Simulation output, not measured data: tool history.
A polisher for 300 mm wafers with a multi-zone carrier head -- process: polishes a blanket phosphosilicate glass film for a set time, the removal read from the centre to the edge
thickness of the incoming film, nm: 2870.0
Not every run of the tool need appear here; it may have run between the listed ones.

run	hour	flow of slurry (ml/min)	pressure of the head's centre zone	pressure of the head's middle zone	pressure of the head's edge zone	abrasive content of the slurry	polishing time (s)	film removed at the wafer's centre (nm)	film removed at mid-radius (nm)	film removed at the wafer's edge (nm)
1	0	265	1	1	1	1	35	293.05	298.26	288.5
2	5.7	265	1	1	1	1	27	225.8	235.7	218.99
3	9.5	270	1.02	1.01	1	1	27	227.04	235.3	223.49
4	15.2	270	1.02	1.01	1	0.9	27	217.57	223.5	212.23
5	16.3	270	1.02	1.01	1	0.9	21	171.06	178.97	164.04
6	19.2	270	1.02	1.01	1	0.9	16	129.12	131.58	127.8
7	27.2	325	1.12	1.11	1.1	1.15	23	237.2	237.43	215.32
8	31.2	390	1.19	1.15	1.15	1.15	23	250.97	242.57	227.37
9	32.5	390	1.19	1.15	1.14	1.15	23	257.33	247.17	223.27
10	36.9	390	1.19	1.16	1.14	1.2	23	259.85	251.45	227.83
11	42.7	390	1.19	1.16	1.13	1.25	23	261.33	258.06	229.12

What does the tool deliver on the next run?
12	49.6	390	1.19	1.15	1.13	1.25	23	?	?	?

film removed at the wafer's centre (nm): 262.74
film removed at mid-radius (nm): 251.52
film removed at the wafer's edge (nm): 231.55

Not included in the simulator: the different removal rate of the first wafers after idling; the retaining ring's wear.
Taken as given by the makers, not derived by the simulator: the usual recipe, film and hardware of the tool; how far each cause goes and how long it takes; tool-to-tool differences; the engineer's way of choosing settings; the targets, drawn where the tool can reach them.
